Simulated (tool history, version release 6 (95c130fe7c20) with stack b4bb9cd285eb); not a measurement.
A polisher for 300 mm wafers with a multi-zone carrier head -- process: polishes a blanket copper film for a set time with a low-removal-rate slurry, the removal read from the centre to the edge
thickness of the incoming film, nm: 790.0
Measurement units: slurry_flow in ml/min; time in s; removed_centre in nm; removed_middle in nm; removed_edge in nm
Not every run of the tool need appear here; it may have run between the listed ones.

run	day	slurry_flow	centre_zone	middle_zone	edge_zone	slurry_solids	time	removed_centre	removed_middle	removed_edge
1	0.000	145	1.00	1.00	1.00	1.00	59	127.98	129.01	131.90
2	0.188	135	0.96	0.99	0.97	0.95	59	121.05	126.56	126.18
3	0.288	125	0.93	0.97	0.97	0.90	59	114.35	120.77	123.18
4	0.404	125	0.93	0.97	1.01	0.90	59	113.96	117.88	125.52
5	0.488	120	0.91	0.97	1.00	0.90	59	111.11	116.83	123.68
6	0.579	120	0.91	0.93	1.00	0.90	59	112.28	115.41	123.16

Run 7 is up next; what results do you expect?
7	0.762	115	0.89	0.94	0.99	0.90	59	?	?	?

Run 7 measured removed_centre 109.20 nm, removed_middle 113.75 nm, removed_edge 123.34 nm.
